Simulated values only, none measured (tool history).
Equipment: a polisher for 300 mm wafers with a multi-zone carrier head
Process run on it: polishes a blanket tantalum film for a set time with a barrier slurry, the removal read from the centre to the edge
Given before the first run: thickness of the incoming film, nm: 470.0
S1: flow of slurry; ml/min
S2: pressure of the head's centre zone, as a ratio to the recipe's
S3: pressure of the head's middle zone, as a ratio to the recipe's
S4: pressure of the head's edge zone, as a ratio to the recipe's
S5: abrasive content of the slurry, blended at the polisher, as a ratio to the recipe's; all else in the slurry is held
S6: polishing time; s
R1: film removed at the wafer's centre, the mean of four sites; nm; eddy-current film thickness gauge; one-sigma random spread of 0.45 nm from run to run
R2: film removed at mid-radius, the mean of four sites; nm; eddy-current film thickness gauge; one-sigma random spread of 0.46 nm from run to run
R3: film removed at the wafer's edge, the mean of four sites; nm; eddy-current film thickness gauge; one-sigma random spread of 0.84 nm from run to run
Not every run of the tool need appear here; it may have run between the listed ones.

run 1 hour=0.0 | S1=165 S2=1.00 S3=1.00 S4=1.00 S5=1.00 S6=55 | R1=101.130 R2=101.390 R3=101.610
run 2 hour=7.1 | S1=165 S2=1.00 S3=1.00 S4=1.00 S5=0.90 S6=55 | R1=97.425 R2=100.700 R3=101.520
run 3 hour=15.6 | S1=165 S2=1.00 S3=1.04 S4=1.00 S5=0.90 S6=55 | R1=98.796 R2=102.490 R3=102.180
run 4 hour=23.0 | S1=165 S2=1.00 S3=1.04 S4=1.00 S5=0.80 S6=55 | R1=96.256 R2=100.510 R3=97.626
run 5 hour=29.1 | S1=155 S2=0.98 S3=1.00 S4=1.00 S5=0.75 S6=51 | R1=82.285 R2=88.021 R3=90.609
run 6 hour=36.0 | S1=155 S2=0.98 S3=0.96 S4=1.00 S5=0.75 S6=51 | R1=84.618 R2=84.006 R3=91.046
run 7 hour=44.1 | S1=155 S2=0.96 S3=0.95 S4=0.97 S5=0.70 S6=48 | R1=75.841 R2=78.694 R3=82.499
run 8 hour=51.9 | S1=150 S2=0.94 S3=0.93 S4=0.95 S5=0.65 S6=46 | R1=70.871 R2=71.845 R3=75.961
run 9 hour=57.0 | S1=145 S2=0.92 S3=0.92 S4=0.94 S5=0.60 S6=45 | R1=64.881 R2=67.474 R3=72.756

Run 10 is up next; what results do you expect?
run 10 hour=61.9 | S1=140 S2=0.90 S3=0.91 S4=0.92 S5=0.60 S6=44 | R1=? R2=? R3=?

R1: 60.678 nm
R2: 65.871 nm
R3: 68.257 nm
